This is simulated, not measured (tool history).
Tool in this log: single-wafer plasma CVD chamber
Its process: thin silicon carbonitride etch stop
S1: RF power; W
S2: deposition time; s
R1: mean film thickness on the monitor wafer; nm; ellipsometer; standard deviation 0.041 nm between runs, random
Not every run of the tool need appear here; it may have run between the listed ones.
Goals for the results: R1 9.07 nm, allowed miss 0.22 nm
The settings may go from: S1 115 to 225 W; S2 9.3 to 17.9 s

run    day   S1    S2      R1
  1      0  170  13.6  7.5733
  2  0.283  170  12.2   6.833
  3  0.379  185  12.2   6.968
  4  0.729  170  12.2  6.8062
  5  0.854  170  10.4   5.833
  6  1.158  180  10.4  5.9155
  7  1.246  185  11.5  6.5373
  8  1.421  210  13.7  8.1607
  9  1.508  210    14  8.2222
 10  1.833  210  14.3   8.528

Which single option among these 4 for the next run brings every result within its allowed miss of target? Just one does.
  A  2.158  220  14.4   ?
  B  2.158  195  15.6   ?
  C  2.158  225  14.3   ?
  D  2.158  225  14.4   ?

move      R1
   A  8.6264
   B  9.0301
   C  8.6216
   D  8.6819
A: moves toward the targets from the last run without getting all of them in spec
B: all results land within tolerance of their targets
C: moves toward the targets from the last run without getting all of them in spec
D: moves toward the targets from the last run without getting all of them in spec
The move that meets every target is B.

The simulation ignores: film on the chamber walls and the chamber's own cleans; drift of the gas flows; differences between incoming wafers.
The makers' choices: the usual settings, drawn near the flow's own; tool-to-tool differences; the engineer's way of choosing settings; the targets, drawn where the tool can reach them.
